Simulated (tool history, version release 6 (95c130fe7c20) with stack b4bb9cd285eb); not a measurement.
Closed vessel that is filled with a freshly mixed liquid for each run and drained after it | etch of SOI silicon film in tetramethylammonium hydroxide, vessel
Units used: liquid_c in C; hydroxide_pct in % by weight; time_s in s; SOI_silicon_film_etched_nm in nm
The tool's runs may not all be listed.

run	hour	liquid_c	hydroxide_pct	time_s	SOI_silicon_film_etched_nm
1	0.0	73.0	10.0	30	228.87
2	6.1	73.0	8.5	30	242.55
3	14.9	74.0	8.5	30	256.89
4	17.8	79.5	8.5	30	351.71
# hour 20.7: thermometer replaced
5	20.7	79.0	8.5	30	381.02
6	22.6	78.0	8.5	30	359.53
7	27.5	77.5	8.5	30	351.61

What does the tool deliver on the next run?
8	28.9	77.0	8.5	30	?

{"run 8": {"SOI_silicon_film_etched_nm": 338.52}}
